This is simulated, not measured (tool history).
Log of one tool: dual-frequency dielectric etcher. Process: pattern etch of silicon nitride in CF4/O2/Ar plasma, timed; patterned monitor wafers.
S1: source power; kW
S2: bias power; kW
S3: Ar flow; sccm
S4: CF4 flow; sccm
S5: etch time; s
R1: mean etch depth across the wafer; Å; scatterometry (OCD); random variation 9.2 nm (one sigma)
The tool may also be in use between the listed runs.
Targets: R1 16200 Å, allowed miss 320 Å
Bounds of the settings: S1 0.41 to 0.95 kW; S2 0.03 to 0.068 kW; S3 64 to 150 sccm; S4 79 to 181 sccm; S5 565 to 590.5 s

{"run": 1, "day": 0.0, "S1": 0.68, "S2": 0.049, "S3": 107, "S4": 130, "S5": 565, "R1": 14784}
{"run": 2, "day": 0.308, "S1": 0.69, "S2": 0.049, "S3": 107, "S4": 130, "S5": 565, "R1": 14932}
{"run": 3, "day": 0.404, "S1": 0.69, "S2": 0.049, "S3": 107, "S4": 130, "S5": 590.5, "R1": 15710}
{"run": 4, "day": 0.738, "S1": 0.62, "S2": 0.049, "S3": 107, "S4": 130, "S5": 590.5, "R1": 14674}
{"run": 5, "day": 0.892, "S1": 0.53, "S2": 0.049, "S3": 107, "S4": 130, "S5": 590.5, "R1": 13464}
{"day": 1.046, "done": "CF4 flow controller replaced"}
{"run": 6, "day": 1.046, "S1": 0.56, "S2": 0.049, "S3": 107, "S4": 130, "S5": 590.5, "R1": 13882}
{"run": 7, "day": 1.271, "S1": 0.58, "S2": 0.049, "S3": 107, "S4": 130, "S5": 590.5, "R1": 14218}
{"run": 8, "day": 1.492, "S1": 0.6, "S2": 0.049, "S3": 107, "S4": 130, "S5": 590.5, "R1": 14418}
{"run": 9, "day": 1.725, "S1": 0.62, "S2": 0.049, "S3": 107, "S4": 130, "S5": 590.5, "R1": 14636}
{"run": 10, "day": 1.783, "S1": 0.64, "S2": 0.049, "S3": 107, "S4": 130, "S5": 590.5, "R1": 14997}
{"run": 11, "day": 2.033, "S1": 0.65, "S2": 0.049, "S3": 107, "S4": 130, "S5": 590.5, "R1": 15028}
{"run": 12, "day": 2.167, "S1": 0.66, "S2": 0.049, "S3": 107, "S4": 130, "S5": 590.5, "R1": 14956}
{"run": 13, "day": 2.538, "S1": 0.66, "S2": 0.049, "S3": 107, "S4": 130, "S5": 590.5, "R1": 15081}
{"run": 14, "day": 2.621, "S1": 0.67, "S2": 0.049, "S3": 107, "S4": 130, "S5": 590.5, "R1": 15253}

Which of these 4 next moves meets every target?
{"run": "A", "day": 2.704, "S1": 0.64, "S2": 0.048, "S3": 101, "S4": 130, "S5": 566, "R1": "?"}
{"run": "B", "day": 2.704, "S1": 0.73, "S2": 0.058, "S3": 118, "S4": 142, "S5": 570, "R1": "?"}
{"run": "C", "day": 2.704, "S1": 0.7, "S2": 0.046, "S3": 103, "S4": 132, "S5": 589, "R1": "?"}
{"run": "D", "day": 2.704, "S1": 0.69, "S2": 0.052, "S3": 107, "S4": 115, "S5": 582, "R1": "?"}

move=A R1=14318
move=B R1=16225
move=C R1=15473
move=D R1=15253
A: further off than the last run
B: meets every target
C: nearer than the last run, and not there yet
D: as far off as the last run
The right move is B.
